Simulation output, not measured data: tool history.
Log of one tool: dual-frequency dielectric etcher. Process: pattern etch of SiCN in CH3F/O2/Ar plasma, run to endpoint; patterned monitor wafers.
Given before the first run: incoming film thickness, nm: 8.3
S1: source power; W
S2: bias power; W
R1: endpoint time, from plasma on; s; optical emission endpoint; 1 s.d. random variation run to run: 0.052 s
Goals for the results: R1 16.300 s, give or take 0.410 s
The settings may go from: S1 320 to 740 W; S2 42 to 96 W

run,hour,S1,S2,R1
1,0.0,530,69,18.415
2,8.9,490,69,19.121
3,13.6,510,70,18.731
4,20.6,430,70,20.230
5,28.7,430,64,20.848
6,29.2,390,64,21.897
7,33.1,420,65,20.968
# hour 35.7: bias power generator calibrated
8,35.7,520,73,18.460
9,42.4,540,74,18.076
10,44.8,540,74,18.034
11,46.7,550,74,17.982
12,55.1,560,75,17.712
13,62.8,570,75,17.495
14,71.2,570,75,17.614
15,75.7,580,75,17.489
16,77.4,590,75,17.257

Which of these 5 next moves meets every target?
A,79.1,590,74,?
B,79.1,610,77,?
C,79.1,580,92,?
D,79.1,640,96,?
E,79.1,570,81,?

move,R1
A,17.357
B,16.880
C,16.255
D,15.341
E,17.106
A: its largest miss is bigger than the last run's
B: nearer the targets than the last run, but a result is still out of spec
C: all results land within tolerance of their targets
D: pushes the last run's worst result past its target
E: nearer the targets than the last run, but a result is still out of spec
Correct choice: C, which meets every target
